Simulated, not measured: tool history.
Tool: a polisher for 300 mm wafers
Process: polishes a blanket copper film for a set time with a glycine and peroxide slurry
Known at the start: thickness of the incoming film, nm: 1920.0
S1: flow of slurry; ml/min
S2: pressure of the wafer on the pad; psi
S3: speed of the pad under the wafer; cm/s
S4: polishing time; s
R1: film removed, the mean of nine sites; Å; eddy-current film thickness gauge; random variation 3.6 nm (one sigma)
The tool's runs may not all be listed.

run  hour   S1   S2   S3   S4      R1
  1     0  175  2.2  120  104  6039.1
  2   5.3  175  2.2  120  104  6133.8
  3  10.9  170  1.9  114  104  5226.8
  4  12.7  165  1.6  108  104  4381.4
  5  17.9  165  1.6  108  109  4609.3
  6  26.2  165  1.6  108  109  4568.9

Run 7 comes next. What will it give?
  7    29  160  1.4  106  109   ?

{"run 7": {"R1": 4079.4}}

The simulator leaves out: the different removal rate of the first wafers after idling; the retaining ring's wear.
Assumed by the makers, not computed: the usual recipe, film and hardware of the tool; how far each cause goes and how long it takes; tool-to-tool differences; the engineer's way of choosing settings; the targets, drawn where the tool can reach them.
